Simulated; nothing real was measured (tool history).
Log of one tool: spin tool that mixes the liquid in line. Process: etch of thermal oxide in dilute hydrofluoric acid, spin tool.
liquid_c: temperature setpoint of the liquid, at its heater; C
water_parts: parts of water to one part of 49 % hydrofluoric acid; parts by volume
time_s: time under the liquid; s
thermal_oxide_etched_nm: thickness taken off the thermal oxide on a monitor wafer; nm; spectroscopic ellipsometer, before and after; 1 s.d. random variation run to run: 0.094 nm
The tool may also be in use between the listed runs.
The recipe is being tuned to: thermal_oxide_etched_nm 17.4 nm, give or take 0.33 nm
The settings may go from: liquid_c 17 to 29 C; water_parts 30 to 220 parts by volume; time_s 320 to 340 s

| run | hour | liquid_c | water_parts | time_s | thermal_oxide_etched_nm |
|---|---|---|---|---|---|
| 1 | 0 | 21 | 125 | 320 | 9.8917 |
| 2 | 6.2 | 21 | 100 | 320 | 12.841 |
| 3 | 13.6 | 22 | 100 | 320 | 13.267 |
| 4 | 21.3 | 23 | 100 | 320 | 13.783 |
| 5 | 27.9 | 24 | 100 | 320 | 14.351 |
| 6 | 35.7 | 22 | 100 | 320 | 13.403 |
| 7 | 42.2 | 26 | 95 | 320 | 16.49 |
|  | 43.6 | thermometer replaced |
| 8 | 43.6 | 26.5 | 95 | 320 | 18.304 |

Which one of the following 4 next-run settings gets every result inside its allowed miss? There is exactly one.
| A | 45 | 25 | 100 | 330 | ? |
| B | 45 | 27 | 105 | 320 | ? |
| C | 45 | 23.5 | 90 | 320 | ? |
| D | 45 | 25.5 | 100 | 320 | ? |

| move | thermal_oxide_etched_nm |
|---|---|
| A | 16.853 |
| B | 16.713 |
| C | 17.323 |
| D | 16.666 |
A: carries the result that was furthest off beyond its target, to the other side
B: carries the result that was furthest off beyond its target, to the other side
C: hits every target within its allowed miss
D: carries the result that was furthest off beyond its target, to the other side
C meets every target.

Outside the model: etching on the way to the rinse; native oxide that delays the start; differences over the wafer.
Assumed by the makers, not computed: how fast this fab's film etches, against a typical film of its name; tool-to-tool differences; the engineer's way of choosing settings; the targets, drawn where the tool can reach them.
